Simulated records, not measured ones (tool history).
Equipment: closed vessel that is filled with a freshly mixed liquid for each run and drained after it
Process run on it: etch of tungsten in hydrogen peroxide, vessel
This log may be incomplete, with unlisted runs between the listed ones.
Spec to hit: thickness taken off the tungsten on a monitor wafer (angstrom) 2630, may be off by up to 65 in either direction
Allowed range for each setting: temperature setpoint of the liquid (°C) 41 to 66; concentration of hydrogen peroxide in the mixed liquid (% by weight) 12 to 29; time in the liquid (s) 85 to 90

run  hour  temperature setpoint of the liquid (°C)  concentration of hydrogen peroxide in the mixed liquid (% by weight)  time in the liquid (s)  thickness taken off the tungsten on a monitor wafer (angstrom)
  1     0                                       57                                                                  19.5                      85                                                          3652.9
  2   5.2                                       57                                                                  19.5                      90                                                            3871
  3   8.6                                       57                                                                  15.5                      90                                                          3499.8
  4  13.3                                       57                                                                  15.5                      90                                                          3417.1
  5  15.3                                       56                                                                  15.5                      90                                                          3246.8
  6  23.3                                       56                                                                  15.5                      90                                                          3259.1
  7  30.3                                     55.5                                                                  15.5                      90                                                          3236.9
  8  37.8                                     54.5                                                                  15.5                      90                                                          3043.5
  9  41.7                                       54                                                                  15.5                      90                                                          2924.4
 10  42.8                                     53.5                                                                  15.5                      90                                                          2829.2
 11  44.6                                       53                                                                  15.5                      90                                                          2735.8

Below are 5 possible settings for the next run. Only one of them brings all results inside the allowed miss of their targets. Which is it?
  A  46.4                                     52.5                                                                  15.5                      85                                                               ?
  B  46.4                                       53                                                                    16                      85                                                               ?
  C  46.4                                     53.5                                                                    17                      85                                                               ?
  D  46.4                                     53.5                                                                  16.5                      85                                                               ?
  E  46.4                                     50.5                                                                  17.5                      90                                                               ?

move  thickness taken off the tungsten on a monitor wafer (angstrom)
   A                                                          2533.3
   B                                                          2652.3
   C                                                          2817.1
   D                                                          2775.3
   E                                                            2525
A: the result that was furthest off in the last run now lies on the other side of its target
B: every result within its allowed miss
C: the biggest miss grows against the last run
D: the biggest miss grows against the last run
E: the result that was furthest off in the last run now lies on the other side of its target
The move that meets every target is B.
